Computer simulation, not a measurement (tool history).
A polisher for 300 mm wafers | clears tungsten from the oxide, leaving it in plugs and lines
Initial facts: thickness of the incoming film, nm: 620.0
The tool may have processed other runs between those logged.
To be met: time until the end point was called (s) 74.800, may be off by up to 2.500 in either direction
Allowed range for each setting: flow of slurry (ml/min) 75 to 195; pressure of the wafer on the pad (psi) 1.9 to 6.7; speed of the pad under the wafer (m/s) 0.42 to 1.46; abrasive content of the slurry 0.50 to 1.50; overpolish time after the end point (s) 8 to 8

run,hour,flow of slurry (ml/min),pressure of the wafer on the pad (psi),speed of the pad under the wafer (m/s),abrasive content of the slurry,overpolish time after the end point (s),time until the end point was called (s)
1,0.0,125,4.3,0.94,1.00,8,107.640
2,1.1,125,4.3,1.10,1.00,8,91.623
3,2.9,125,4.3,1.20,1.00,8,86.394
4,11.1,130,4.4,1.20,1.00,8,82.219
5,16.3,130,4.4,1.20,0.90,8,83.375
6,17.0,115,4.4,1.20,0.90,8,85.728
7,24.0,120,4.5,1.20,0.90,8,83.020
8,26.6,125,4.5,1.20,0.90,8,81.010
9,29.6,130,4.5,1.20,0.90,8,82.253
10,36.7,130,4.6,1.20,0.90,8,79.841

Below are 5 possible settings for the next run. Only one of them brings all results inside the allowed miss of their targets. Which is it?
A,43.8,125,4.1,1.20,1.00,8,?
B,43.8,125,4.5,1.20,0.90,8,?
C,43.8,160,4.1,1.30,0.70,8,?
D,43.8,170,4.6,1.18,1.10,8,?
E,43.8,150,4.3,1.20,0.85,8,?

move,time until the end point was called (s)
A,89.071
B,82.592
C,82.341
D,75.324
E,83.840
A: moves away from the targets compared with the last run
B: moves away from the targets compared with the last run
C: moves away from the targets compared with the last run
D: in spec on every target
E: moves away from the targets compared with the last run
The right move is D.
